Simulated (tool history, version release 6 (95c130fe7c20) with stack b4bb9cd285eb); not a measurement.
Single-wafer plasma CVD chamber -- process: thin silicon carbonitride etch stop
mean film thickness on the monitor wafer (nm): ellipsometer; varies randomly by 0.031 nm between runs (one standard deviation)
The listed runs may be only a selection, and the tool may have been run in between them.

run	hour	RF power (W)	deposition time (s)	mean film thickness on the monitor wafer (nm)
1	0	155	23.9	11.733
2	1.1	150	22.5	11.018
3	5.8	170	22.5	11.331
4	13.5	165	21.2	10.645
5	17.2	160	20.3	10.132
6	24.4	155	19.7	9.6745
7	30.4	150	19.4	9.4725
8	32.2	145	19.2	9.3287

Run 9 comes next. What will it give?
9	37.3	140	19	?

Run 9 yielded mean film thickness on the monitor wafer (nm) 9.0645.

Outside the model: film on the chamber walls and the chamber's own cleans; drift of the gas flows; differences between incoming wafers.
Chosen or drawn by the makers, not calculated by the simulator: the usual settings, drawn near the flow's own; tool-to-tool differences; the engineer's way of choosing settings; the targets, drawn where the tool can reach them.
